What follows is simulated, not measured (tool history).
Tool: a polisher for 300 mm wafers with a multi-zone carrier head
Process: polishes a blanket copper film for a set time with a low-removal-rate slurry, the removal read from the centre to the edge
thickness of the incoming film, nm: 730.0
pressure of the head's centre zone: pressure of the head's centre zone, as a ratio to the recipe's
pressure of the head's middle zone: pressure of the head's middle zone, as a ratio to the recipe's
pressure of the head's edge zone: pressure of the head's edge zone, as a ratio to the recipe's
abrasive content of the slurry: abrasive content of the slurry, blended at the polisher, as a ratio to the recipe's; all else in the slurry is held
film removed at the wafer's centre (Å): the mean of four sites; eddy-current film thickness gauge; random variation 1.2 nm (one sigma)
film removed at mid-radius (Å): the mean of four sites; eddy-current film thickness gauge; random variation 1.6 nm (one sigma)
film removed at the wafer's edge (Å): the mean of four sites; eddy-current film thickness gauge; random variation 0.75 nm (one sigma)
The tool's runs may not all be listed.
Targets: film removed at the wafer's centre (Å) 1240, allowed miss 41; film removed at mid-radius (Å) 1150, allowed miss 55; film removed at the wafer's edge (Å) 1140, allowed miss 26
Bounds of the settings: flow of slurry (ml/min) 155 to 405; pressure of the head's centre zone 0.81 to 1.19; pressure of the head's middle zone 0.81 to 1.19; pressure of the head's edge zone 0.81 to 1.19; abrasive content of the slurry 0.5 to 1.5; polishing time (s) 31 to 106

run	hour	flow of slurry (ml/min)	pressure of the head's centre zone	pressure of the head's middle zone	pressure of the head's edge zone	abrasive content of the slurry	polishing time (s)	film removed at the wafer's centre (Å)	film removed at mid-radius (Å)	film removed at the wafer's edge (Å)
1	0	260	1	1	1	1	68	1555.3	1584	1572.4
2	7.4	260	1	0.98	0.97	0.9	66	1439.5	1466	1459.5
3	12.3	260	1.02	0.96	0.94	0.8	65	1410.1	1388.4	1370.2
4	15.9	255	1.02	0.94	0.91	0.75	65	1374.2	1353.3	1326
5	20.3	255	1.02	0.94	0.91	0.75	82	1728.5	1687.4	1673.6
6	22.1	255	1.02	0.92	0.89	0.7	78	1631.5	1572.6	1523
7	28.4	250	1.01	0.9	0.88	0.65	75	1482.1	1411.4	1430.4
8	34.6	255	1.01	0.9	0.87	0.6	73	1409.6	1380.8	1350.4
9	42.6	255	1.01	0.89	0.86	0.6	71	1393.8	1306.9	1309.9
10	50.9	255	1.01	0.89	0.85	0.6	70	1368.6	1314.6	1296
11	57.5	250	1.01	0.88	0.84	0.6	69	1349.8	1311.4	1250.8
12	63.4	250	1.01	0.88	0.84	0.6	69	1353.9	1257.6	1266.7
13	65.5	250	1.01	0.88	0.83	0.6	68	1325.3	1263.1	1231.8
14	67.3	245	1.01	0.87	0.83	0.6	68	1320.6	1224.3	1217.5
15	68.4	235	1.01	0.87	0.83	0.6	68	1321	1221.9	1236.4
16	75.3	240	1.01	0.86	0.83	0.6	67	1289.2	1203.4	1206.9

4 next moves are on the table. One of them brings every result within its allowed miss. Which?
A	82.2	210	1.1	0.81	0.84	0.9	56	?	?	?
B	82.2	295	1.02	1.02	0.81	0.6	64	?	?	?
C	82.2	280	0.95	0.81	0.86	0.55	70	?	?	?
D	82.2	285	1.02	0.87	0.81	0.65	61	?	?	?

move	film removed at the wafer's centre (Å)	film removed at mid-radius (Å)	film removed at the wafer's edge (Å)
A	1317.9	1129.3	1153.4
B	1264.5	1320.3	1164
C	1240.4	1229.7	1257.8
D	1234.7	1182	1139.9
A: brings the result that was furthest off to its target, and leaves another outside
B: brings the result that was furthest off to its target, and leaves another outside
C: further off than the last run
D: meets every target
Move D is the one to make.

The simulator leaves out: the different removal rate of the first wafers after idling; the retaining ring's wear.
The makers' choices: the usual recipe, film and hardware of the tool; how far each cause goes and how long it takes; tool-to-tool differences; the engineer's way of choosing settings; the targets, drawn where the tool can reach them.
